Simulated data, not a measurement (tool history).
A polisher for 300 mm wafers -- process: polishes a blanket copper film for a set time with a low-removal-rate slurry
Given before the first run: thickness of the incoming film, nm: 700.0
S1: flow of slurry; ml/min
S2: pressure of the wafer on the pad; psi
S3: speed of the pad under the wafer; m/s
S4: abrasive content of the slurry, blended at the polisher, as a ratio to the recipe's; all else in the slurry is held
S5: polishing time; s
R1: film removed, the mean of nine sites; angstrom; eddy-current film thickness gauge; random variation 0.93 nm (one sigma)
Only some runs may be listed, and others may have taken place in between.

run  hour   S1   S2    S3  S4  S5      R1
  1     0  175  2.5  0.96   1  66  1758.6
  2     6  175  2.5  0.96   1  66    1747
  3   8.9  175  2.5  1.08   1  66    1960
  4  17.4  175  2.9  1.08   1  66  2255.5
  5  22.5  175  3.5  1.08   1  66  2720.7
     26.3  -- slurry nozzle cleaned
  6  26.3  170  3.1  1.08   1  66    2471

Run 7 is up next; what results do you expect?
  7  33.2  175  2.7  1.08   1  66   ?

Run 7 measured R1 2179.9 angstrom.
